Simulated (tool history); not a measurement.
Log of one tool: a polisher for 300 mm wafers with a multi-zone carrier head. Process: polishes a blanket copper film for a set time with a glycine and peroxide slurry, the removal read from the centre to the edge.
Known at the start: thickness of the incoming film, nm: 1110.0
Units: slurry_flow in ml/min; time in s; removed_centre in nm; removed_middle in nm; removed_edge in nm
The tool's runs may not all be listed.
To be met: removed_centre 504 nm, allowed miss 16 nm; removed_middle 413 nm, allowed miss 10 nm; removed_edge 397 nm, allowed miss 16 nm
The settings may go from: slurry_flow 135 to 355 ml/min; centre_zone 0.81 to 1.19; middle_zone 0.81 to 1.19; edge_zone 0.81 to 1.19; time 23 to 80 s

run,hour,slurry_flow,centre_zone,middle_zone,edge_zone,time,removed_centre,removed_middle,removed_edge
1,0,225,1,1,1,51,339.64,353.84,342.28
2,3.8,225,1.07,1,1,51,367.49,353.24,341.67
3,8.7,225,1.07,1,1.05,51,366.89,349.46,351.55
4,17.6,225,1.07,1,1.05,63,452.22,436.64,432.91
5,19.9,195,1.07,1,1.05,63,447.4,428.8,427.03
6,27.8,150,1.07,1,1.05,63,441.98,425.66,415.31
7,36.2,150,1.11,0.99,1.03,63,451.92,414.76,415.57
8,37.6,155,1.14,0.98,0.95,64,482.17,418.31,403.26
9,43,155,1.15,0.98,0.94,64,482.75,415.87,405.38
10,48.5,155,1.16,0.98,0.92,64,476.13,422.1,404.81

Which of these 5 next moves meets every target?
A,54,145,1.17,0.93,0.84,66,?,?,?
B,54,135,1.11,0.87,0.98,67,?,?,?
C,54,210,1.17,1.01,0.99,64,?,?,?
D,54,135,1.18,0.96,0.9,61,?,?,?
E,54,140,1.15,1,0.96,63,?,?,?

move,removed_centre,removed_middle,removed_edge
A,501.6,409.21,391.01
B,479.24,390.58,424.5
C,504.72,439.24,418.59
D,464.32,385.85,370.93
E,469.13,413.81,395.51
A: meets every target
B: further off than the last run
C: brings the result that was furthest off to its target, and leaves another outside
D: further off than the last run
E: further off than the last run
The right move is A.

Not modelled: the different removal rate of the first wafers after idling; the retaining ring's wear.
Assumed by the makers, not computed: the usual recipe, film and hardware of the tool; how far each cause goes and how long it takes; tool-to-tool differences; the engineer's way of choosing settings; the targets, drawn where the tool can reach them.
